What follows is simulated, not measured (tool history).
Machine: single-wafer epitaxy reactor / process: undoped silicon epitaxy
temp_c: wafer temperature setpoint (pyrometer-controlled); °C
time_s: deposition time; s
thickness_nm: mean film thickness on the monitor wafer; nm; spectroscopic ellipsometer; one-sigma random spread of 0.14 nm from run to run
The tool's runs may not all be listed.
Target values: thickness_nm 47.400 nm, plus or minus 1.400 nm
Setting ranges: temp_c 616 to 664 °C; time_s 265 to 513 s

run,hour,temp_c,time_s,thickness_nm
1,0.0,640,389,61.517
2,5.6,640,418,66.618
3,14.5,640,392,62.244
4,19.7,637,391,58.798
5,20.5,635,390,56.011
6,28.7,640,390,62.040
7,36.4,637,389,58.264
8,44.9,635,388,55.644

Which single option among these 4 for the next run brings every result within its allowed miss of target? Just one does.
A,53.4,643,424,?
B,53.4,616,453,?
C,53.4,628,380,?
D,53.4,643,431,?

move,thickness_nm
A,72.093
B,43.895
C,47.456
D,73.283
A: moves away from the targets compared with the last run
B: carries the result that was furthest off beyond its target, to the other side
C: every result within its allowed miss
D: moves away from the targets compared with the last run
C meets every target.

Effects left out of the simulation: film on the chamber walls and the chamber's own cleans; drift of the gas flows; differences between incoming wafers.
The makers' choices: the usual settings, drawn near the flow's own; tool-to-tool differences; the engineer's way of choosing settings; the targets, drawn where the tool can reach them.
